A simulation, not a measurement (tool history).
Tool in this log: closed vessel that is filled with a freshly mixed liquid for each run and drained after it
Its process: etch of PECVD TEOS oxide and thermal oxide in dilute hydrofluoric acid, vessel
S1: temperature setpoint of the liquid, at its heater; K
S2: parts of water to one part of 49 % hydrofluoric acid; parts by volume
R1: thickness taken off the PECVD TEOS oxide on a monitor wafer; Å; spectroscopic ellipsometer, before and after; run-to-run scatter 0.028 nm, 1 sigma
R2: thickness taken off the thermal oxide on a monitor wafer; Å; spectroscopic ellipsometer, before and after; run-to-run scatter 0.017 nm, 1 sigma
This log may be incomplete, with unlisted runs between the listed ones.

Run 1, hour 0.0: S1 296.15 K, S2 230 parts by volume, time in the liquid (s) 115. Result: R1 87.596 Å, R2 18.568 Å.
Run 2, hour 8.4: S1 296.15 K, S2 230 parts by volume, time in the liquid (s) 150. Result: R1 115.330 Å, R2 24.139 Å.
Run 3, hour 11.8: S1 294.15 K, S2 280 parts by volume, time in the liquid (s) 150. Result: R1 83.798 Å, R2 17.347 Å.
Run 4, hour 15.9: S1 293.15 K, S2 320 parts by volume, time in the liquid (s) 150. Result: R1 67.685 Å, R2 14.725 Å.
Run 5, hour 21.2: S1 292.15 K, S2 350 parts by volume, time in the liquid (s) 150. Result: R1 59.016 Å, R2 12.660 Å.
Run 6, hour 24.3: S1 291.65 K, S2 370 parts by volume, time in the liquid (s) 150. Result: R1 53.265 Å, R2 11.894 Å.
Run 7, hour 28.5: S1 291.65 K, S2 385 parts by volume, time in the liquid (s) 145. Result: R1 48.886 Å, R2 10.541 Å.

Run 8 has not been measured yet. What should we expect?
Run 8, hour 32.2: S1 291.65 K, S2 395 parts by volume, time in the liquid (s) 145. Result: R1 ?, R2 ?.

Run 8 came out at R1 47.048 Å, R2 10.041 Å.
